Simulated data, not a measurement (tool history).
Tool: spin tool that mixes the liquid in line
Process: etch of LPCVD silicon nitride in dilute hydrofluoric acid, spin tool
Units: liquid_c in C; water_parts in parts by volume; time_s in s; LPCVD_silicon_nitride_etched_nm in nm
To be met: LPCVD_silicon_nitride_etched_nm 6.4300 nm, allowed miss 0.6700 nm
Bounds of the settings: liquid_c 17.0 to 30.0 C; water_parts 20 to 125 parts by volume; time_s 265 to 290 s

| run | day | liquid_c | water_parts | time_s | LPCVD_silicon_nitride_etched_nm |
|---|---|---|---|---|---|
| 1 | 0.000 | 22.0 | 70 | 265 | 2.0076 |
| 2 | 0.333 | 22.0 | 70 | 265 | 2.0744 |
| 3 | 0.571 | 23.0 | 60 | 270 | 2.5064 |
| 4 | 0.938 | 23.0 | 60 | 265 | 2.6279 |
| 5 | 1.246 | 24.0 | 55 | 265 | 3.0494 |
|  | 1.488 | hydrofluoric acid flow meter replaced |
| 6 | 1.488 | 24.0 | 70 | 265 | 2.0744 |
| 7 | 1.817 | 24.0 | 60 | 270 | 2.5634 |
| 8 | 2.029 | 25.0 | 50 | 275 | 3.1697 |
| 9 | 2.271 | 26.0 | 45 | 280 | 3.6676 |
| 10 | 2.362 | 27.0 | 40 | 280 | 4.6735 |
| 11 | 2.708 | 27.5 | 40 | 280 | 4.7511 |

Which of these 5 next moves meets every target?
| A | 3.054 | 28.5 | 55 | 275 | ? |
| B | 3.054 | 30.0 | 35 | 270 | ? |
| C | 3.054 | 28.0 | 25 | 290 | ? |
| D | 3.054 | 27.0 | 60 | 265 | ? |
| E | 3.054 | 26.0 | 40 | 265 | ? |

| move | LPCVD_silicon_nitride_etched_nm |
|---|---|
| A | 3.5775 |
| B | 6.0423 |
| C | 7.8911 |
| D | 2.8681 |
| E | 3.9979 |
A: further off than the last run
B: meets every target
C: takes the result that was furthest off past its target
D: further off than the last run
E: further off than the last run
Move B is the one to make.
